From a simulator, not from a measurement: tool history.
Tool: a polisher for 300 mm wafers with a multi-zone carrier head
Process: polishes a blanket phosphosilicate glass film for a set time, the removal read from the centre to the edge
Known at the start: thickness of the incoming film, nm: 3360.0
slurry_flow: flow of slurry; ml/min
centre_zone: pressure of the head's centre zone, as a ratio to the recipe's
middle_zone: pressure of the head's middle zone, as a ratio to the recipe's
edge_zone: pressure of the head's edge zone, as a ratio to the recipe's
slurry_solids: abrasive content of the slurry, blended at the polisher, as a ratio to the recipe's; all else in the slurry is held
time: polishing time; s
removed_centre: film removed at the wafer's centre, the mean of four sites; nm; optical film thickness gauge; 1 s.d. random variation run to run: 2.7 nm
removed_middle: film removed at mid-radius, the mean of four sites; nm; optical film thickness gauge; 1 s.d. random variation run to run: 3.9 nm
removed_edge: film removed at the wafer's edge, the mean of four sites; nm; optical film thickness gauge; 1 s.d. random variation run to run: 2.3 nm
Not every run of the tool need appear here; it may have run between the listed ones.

{"run": 1, "hour": 0.0, "slurry_flow": 320, "centre_zone": 1.0, "middle_zone": 1.0, "edge_zone": 1.0, "slurry_solids": 1.0, "time": 71, "removed_centre": 659.99, "removed_middle": 678.51, "removed_edge": 690.77}
{"run": 2, "hour": 7.8, "slurry_flow": 320, "centre_zone": 1.0, "middle_zone": 0.93, "edge_zone": 1.0, "slurry_solids": 1.0, "time": 71, "removed_centre": 665.4, "removed_middle": 642.09, "removed_edge": 678.83}
{"run": 3, "hour": 9.3, "slurry_flow": 310, "centre_zone": 0.97, "middle_zone": 0.9, "edge_zone": 0.97, "slurry_solids": 0.85, "time": 61, "removed_centre": 508.35, "removed_middle": 502.59, "removed_edge": 538.15}
{"run": 4, "hour": 10.6, "slurry_flow": 310, "centre_zone": 0.97, "middle_zone": 0.84, "edge_zone": 0.97, "slurry_solids": 0.85, "time": 61, "removed_centre": 516.13, "removed_middle": 465.75, "removed_edge": 540.64}
{"run": 5, "hour": 15.2, "slurry_flow": 305, "centre_zone": 0.96, "middle_zone": 0.84, "edge_zone": 0.93, "slurry_solids": 0.75, "time": 54, "removed_centre": 429.1, "removed_middle": 395.81, "removed_edge": 443.94}
{"run": 6, "hour": 20.3, "slurry_flow": 305, "centre_zone": 0.96, "middle_zone": 0.84, "edge_zone": 0.93, "slurry_solids": 0.75, "time": 70, "removed_centre": 550.61, "removed_middle": 495.81, "removed_edge": 578.93}
{"run": 7, "hour": 25.4, "slurry_flow": 300, "centre_zone": 0.94, "middle_zone": 0.84, "edge_zone": 0.9, "slurry_solids": 0.7, "time": 61, "removed_centre": 460.93, "removed_middle": 437.11, "removed_edge": 475.29}

The next listed run, before its measurement:
{"run": 8, "hour": 29.2, "slurry_flow": 295, "centre_zone": 0.93, "middle_zone": 0.83, "edge_zone": 0.9, "slurry_solids": 0.65, "time": 55, "removed_centre": "?", "removed_middle": "?", "removed_edge": "?"}

Logged for run 8: removed_centre 395.21 nm, removed_middle 355.43 nm, removed_edge 415.69 nm.

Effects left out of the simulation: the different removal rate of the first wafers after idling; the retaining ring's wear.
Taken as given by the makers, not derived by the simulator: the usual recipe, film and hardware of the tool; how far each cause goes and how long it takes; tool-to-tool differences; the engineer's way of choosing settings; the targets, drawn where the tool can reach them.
